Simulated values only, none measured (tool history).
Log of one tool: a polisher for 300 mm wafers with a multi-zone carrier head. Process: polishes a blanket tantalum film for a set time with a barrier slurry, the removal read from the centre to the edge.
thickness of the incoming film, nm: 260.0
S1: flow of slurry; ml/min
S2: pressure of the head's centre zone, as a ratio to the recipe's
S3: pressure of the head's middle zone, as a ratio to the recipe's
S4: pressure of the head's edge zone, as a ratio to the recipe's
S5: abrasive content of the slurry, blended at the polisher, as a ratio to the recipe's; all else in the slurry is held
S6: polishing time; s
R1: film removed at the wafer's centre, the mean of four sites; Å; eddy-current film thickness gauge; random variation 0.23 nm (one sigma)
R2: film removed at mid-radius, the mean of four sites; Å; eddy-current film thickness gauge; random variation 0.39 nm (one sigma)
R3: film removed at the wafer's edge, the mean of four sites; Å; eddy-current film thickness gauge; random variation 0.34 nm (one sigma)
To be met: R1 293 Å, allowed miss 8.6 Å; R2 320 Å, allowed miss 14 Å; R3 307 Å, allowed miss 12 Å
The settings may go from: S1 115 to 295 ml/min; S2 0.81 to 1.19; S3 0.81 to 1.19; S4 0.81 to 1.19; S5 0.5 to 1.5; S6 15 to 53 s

run	hour	S1	S2	S3	S4	S5	S6	R1	R2	R3
1	0	190	1	1	1	1	34	411.79	404.49	411.52
2	8.3	190	1.07	1	1	1	34	441.41	412.68	411.12
3	11.1	190	1.07	1	1	1	26	331.72	315.68	316.02
4	14.5	190	1.07	1	1	1.15	26	347.33	324.33	325.32
5	22.9	180	1.04	1.01	0.99	1.15	26	334.75	327.26	328.56
6	23.9	180	1.04	0.93	0.99	1.15	26	331.13	301.39	323.76
7	26.6	175	1.02	0.96	0.97	1.15	26	324.96	307.14	319.62
8	30.2	170	1	0.98	0.96	1.15	26	316.09	308.51	314.5

Which of these 4 next moves meets every target?
A	33.8	165	0.89	0.96	1.05	1.2	27	?	?	?
B	33.8	155	0.96	1.05	0.95	1.05	26	?	?	?
C	33.8	130	0.99	0.98	0.94	0.9	28	?	?	?
D	33.8	115	1.04	0.95	0.94	1.15	27	?	?	?

move	R1	R2	R3
A	296.04	321.34	343.04
B	293.21	318.32	305.75
C	297.19	296.86	305.22
D	309.45	288.03	307.43
A: brings the result that was furthest off to its target, and leaves another outside
B: meets every target
C: brings the result that was furthest off to its target, and leaves another outside
D: nearer than the last run, and not there yet
Move B is the one to make.
